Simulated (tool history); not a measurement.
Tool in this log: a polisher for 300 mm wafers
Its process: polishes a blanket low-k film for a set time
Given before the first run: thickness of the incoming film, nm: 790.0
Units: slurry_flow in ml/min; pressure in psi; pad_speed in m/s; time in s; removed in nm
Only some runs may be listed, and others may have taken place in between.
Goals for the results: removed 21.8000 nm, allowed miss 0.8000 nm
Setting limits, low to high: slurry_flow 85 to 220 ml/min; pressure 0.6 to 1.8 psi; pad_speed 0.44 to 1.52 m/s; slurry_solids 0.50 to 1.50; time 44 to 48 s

run    day  slurry_flow  pressure  pad_speed  slurry_solids  time  removed
  1  0.000          140       1.2       0.98           1.00    48  12.1520
  2  0.171          140       1.2       0.98           1.00    48  12.0540
  3  0.538          140       1.1       0.98           1.00    48  11.2720
  4  0.883          140       0.9       0.98           1.00    48   9.0853
  5  0.938          145       1.1       0.98           1.00    48  11.0150
  6  1.183          145       1.2       1.00           1.00    48  12.1660
  7  1.371          145       1.3       1.02           1.00    48  13.5970
  8  1.658          145       1.4       1.04           1.00    48  15.0480
  9  1.754          145       1.5       1.04           1.00    48  16.0670
 10  1.829          145       1.6       1.06           1.00    48  17.3510
 11  2.150          150       1.6       1.08           1.00    48  17.9660
 12  2.262          155       1.7       1.10           1.00    48  19.2470
 13  2.625          155       1.7       1.12           1.00    48  19.2420
 14  2.812          155       1.7       1.14           1.00    48  19.5110
 15  2.971          155       1.7       1.16           1.00    48  19.9130
 16  3.283          155       1.7       1.16           1.00    48  20.2420

Of the 4 settings listed for the next run, only one would bring every result within its allowed miss of target. Which one?
  A  3.596          180       1.8       1.42           0.85    47        ?
  B  3.596          185       1.6       1.26           1.10    48        ?
  C  3.596          200       1.8       1.22           0.80    46        ?
  D  3.596          180       1.5       1.22           0.85    47        ?

move  removed
   A  23.3930
   B  21.5760
   C  20.3570
   D  17.4390
A: the result that was furthest off in the last run now lies on the other side of its target
B: every result lands within tolerance
C: better than the last run, though not everything is in spec
D: the biggest miss grows against the last run
Correct choice: B, which meets every target

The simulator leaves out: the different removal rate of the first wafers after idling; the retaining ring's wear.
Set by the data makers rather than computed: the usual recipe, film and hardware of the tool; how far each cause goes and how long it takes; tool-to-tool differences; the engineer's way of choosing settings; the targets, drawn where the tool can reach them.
